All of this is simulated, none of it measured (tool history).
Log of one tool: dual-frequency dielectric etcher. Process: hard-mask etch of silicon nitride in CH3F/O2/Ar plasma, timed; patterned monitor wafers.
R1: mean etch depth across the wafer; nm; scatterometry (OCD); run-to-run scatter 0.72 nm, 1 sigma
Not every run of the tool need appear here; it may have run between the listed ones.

run 1 day=0 | source_power_(kW)=0.42 bias_power_(kW)=0.084 etch_time_(s)=141 | R1=111.57
run 2 day=0.104 | source_power_(kW)=0.45 bias_power_(kW)=0.086 etch_time_(s)=141 | R1=114.28
run 3 day=0.354 | source_power_(kW)=0.4 bias_power_(kW)=0.086 etch_time_(s)=141 | R1=109.88
run 4 day=0.429 | source_power_(kW)=0.33 bias_power_(kW)=0.086 etch_time_(s)=141 | R1=100.3
run 5 day=0.529 | source_power_(kW)=0.33 bias_power_(kW)=0.086 etch_time_(s)=141 | R1=100.66
run 6 day=0.579 | source_power_(kW)=0.33 bias_power_(kW)=0.086 etch_time_(s)=141 | R1=100.86
run 7 day=0.608 | source_power_(kW)=0.38 bias_power_(kW)=0.088 etch_time_(s)=141 | R1=107.87

Estimate the outcome of run 8 from the log above:
run 8 day=0.742 | source_power_(kW)=0.42 bias_power_(kW)=0.089 etch_time_(s)=141 | R1=?

{"run 8": {"R1": 113.24}}
